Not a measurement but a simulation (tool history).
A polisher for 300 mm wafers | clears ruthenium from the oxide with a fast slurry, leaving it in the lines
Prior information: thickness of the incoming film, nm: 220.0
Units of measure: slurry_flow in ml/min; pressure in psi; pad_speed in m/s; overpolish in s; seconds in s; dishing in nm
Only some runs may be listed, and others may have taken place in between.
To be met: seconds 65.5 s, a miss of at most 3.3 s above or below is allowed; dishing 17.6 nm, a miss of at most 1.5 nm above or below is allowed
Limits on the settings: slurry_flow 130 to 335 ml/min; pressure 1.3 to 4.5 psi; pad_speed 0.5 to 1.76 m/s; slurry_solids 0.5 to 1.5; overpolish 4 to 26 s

run  hour  slurry_flow  pressure  pad_speed  slurry_solids  overpolish  seconds  dishing
  1     0          215       2.9       1.12              1          13    53.75   42.445
  2   7.4          215       2.9       1.12              1           8   52.211   28.514
  3  12.5          215       2.8       1.12              1           8   55.743    27.41
  4  16.8          215       2.6       1.12              1           6   56.905   20.411
  5  18.6          215       2.1       1.12              1           6   72.672   16.311
  6  21.4          215       2.1       1.02              1           6   75.885   16.168
  7  24.6          215       2.3       1.04              1           6   69.003    16.61
  8  25.8          215       2.5       1.04              1           7   63.888   20.659
  9  30.1          215       2.4       1.06              1           5    63.81   15.133
 10  35.1          215       2.4       1.02              1           7   66.929   20.267
 11  43.8          215       2.4       1.04           0.95           5   66.452   14.326

Of the 5 settings listed for the next run, only one would bring every result within its allowed miss of target. Which one?
  A  52.5          220       2.6       1.02            0.9           7        ?        ?
  B  52.5          220       2.4       1.28           0.85           4        ?        ?
  C  52.5          170       2.4       1.14           1.05           4        ?        ?
  D  52.5          265       2.3       1.24           0.85           6        ?        ?
  E  52.5          280       2.2       1.04           1.15           7        ?        ?

move  seconds  dishing
   A   65.438   19.626
   B   62.632   12.089
   C    63.02   12.018
   D   65.338   17.033
   E   65.658   19.565
A: moves the result that the last run missed by most past its target, out the other side
B: further off than the last run
C: further off than the last run
D: every result within its allowed miss
E: moves the result that the last run missed by most past its target, out the other side
D meets every target.
